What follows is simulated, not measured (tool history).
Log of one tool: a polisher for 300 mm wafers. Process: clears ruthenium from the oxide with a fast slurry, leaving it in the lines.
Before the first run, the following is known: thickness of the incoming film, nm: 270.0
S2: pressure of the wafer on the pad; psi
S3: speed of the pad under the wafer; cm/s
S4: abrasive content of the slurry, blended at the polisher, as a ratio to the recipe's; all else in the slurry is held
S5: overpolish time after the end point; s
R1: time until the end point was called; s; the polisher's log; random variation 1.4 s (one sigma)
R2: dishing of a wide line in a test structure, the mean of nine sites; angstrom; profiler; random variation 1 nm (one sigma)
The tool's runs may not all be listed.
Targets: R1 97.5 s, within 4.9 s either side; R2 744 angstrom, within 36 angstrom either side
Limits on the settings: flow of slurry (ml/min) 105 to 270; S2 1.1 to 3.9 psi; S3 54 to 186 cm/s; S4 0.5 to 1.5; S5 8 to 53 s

Run 1, day 0: flow of slurry (ml/min) 175, S2 2.5 psi, S3 118 cm/s, S4 1, S5 27 s. Result: R1 55.838 s, R2 892.41 angstrom.
Run 2, day 0.138: flow of slurry (ml/min) 175, S2 2.2 psi, S3 118 cm/s, S4 1, S5 29 s. Result: R1 63.23 s, R2 827.5 angstrom.
Run 3, day 0.488: flow of slurry (ml/min) 175, S2 2.2 psi, S3 118 cm/s, S4 1.15, S5 29 s. Result: R1 58.558 s, R2 907.34 angstrom.
Run 4, day 0.808: flow of slurry (ml/min) 175, S2 2.8 psi, S3 118 cm/s, S4 1.15, S5 29 s. Result: R1 47.467 s, R2 1069.8 angstrom.
Run 5, day 0.862: flow of slurry (ml/min) 175, S2 2.5 psi, S3 116 cm/s, S4 1.15, S5 31 s. Result: R1 52.538 s, R2 1013.7 angstrom.
Run 6, day 1.088: flow of slurry (ml/min) 175, S2 2.5 psi, S3 116 cm/s, S4 1.15, S5 22 s. Result: R1 54.41 s, R2 802.36 angstrom.
Run 7, day 1.392: flow of slurry (ml/min) 175, S2 2.2 psi, S3 114 cm/s, S4 1.15, S5 25 s. Result: R1 60.495 s, R2 780.58 angstrom.
Run 8, day 1.679: flow of slurry (ml/min) 175, S2 2 psi, S3 112 cm/s, S4 1.15, S5 28 s. Result: R1 66.859 s, R2 784.61 angstrom.
Run 9, day 1.912: flow of slurry (ml/min) 175, S2 1.8 psi, S3 110 cm/s, S4 1.15, S5 30 s. Result: R1 74.419 s, R2 754.09 angstrom.
Run 10, day 2.008: flow of slurry (ml/min) 175, S2 1.7 psi, S3 110 cm/s, S4 1.15, S5 32 s. Result: R1 79.199 s, R2 772.37 angstrom.
Run 11, day 2.108: flow of slurry (ml/min) 175, S2 1.6 psi, S3 110 cm/s, S4 1.15, S5 33 s. Result: R1 83.49 s, R2 740.96 angstrom.
Run 12, day 2.425: flow of slurry (ml/min) 175, S2 1.5 psi, S3 110 cm/s, S4 1.15, S5 34 s. Result: R1 90.215 s, R2 737.06 angstrom.
Run 13, day 2.796: flow of slurry (ml/min) 175, S2 1.5 psi, S3 110 cm/s, S4 1.15, S5 35 s. Result: R1 86.969 s, R2 752.38 angstrom.
Run 14, day 2.912: flow of slurry (ml/min) 175, S2 1.5 psi, S3 110 cm/s, S4 1.15, S5 36 s. Result: R1 91.196 s, R2 776.25 angstrom.

Exercise: of the 4 proposed moves below, exactly one satisfies all targets within the stated allowed misses. Which move is it?
Run A, day 3.029: flow of slurry (ml/min) 185, S2 1.5 psi, S3 96 cm/s, S4 1.1, S5 42 s. Result: R1 ?, R2 ?.
Run B, day 3.029: flow of slurry (ml/min) 125, S2 1.3 psi, S3 112 cm/s, S4 1.4, S5 38 s. Result: R1 ?, R2 ?.
Run C, day 3.029: flow of slurry (ml/min) 140, S2 1.6 psi, S3 76 cm/s, S4 1.2, S5 46 s. Result: R1 ?, R2 ?.
Run D, day 3.029: flow of slurry (ml/min) 190, S2 1.5 psi, S3 100 cm/s, S4 1.35, S5 39 s. Result: R1 ?, R2 ?.

move      R1      R2
   A  97.487  789.89
   B  97.638  728.08
   C  104.76  801.86
   D  87.209  813.48
A: meets the target for the result that was furthest off, but another lies outside its allowed miss
B: every result lands within tolerance
C: the result that was furthest off in the last run now lies on the other side of its target
D: moves away from the targets compared with the last run
B is the move that brings every result within its allowed miss.
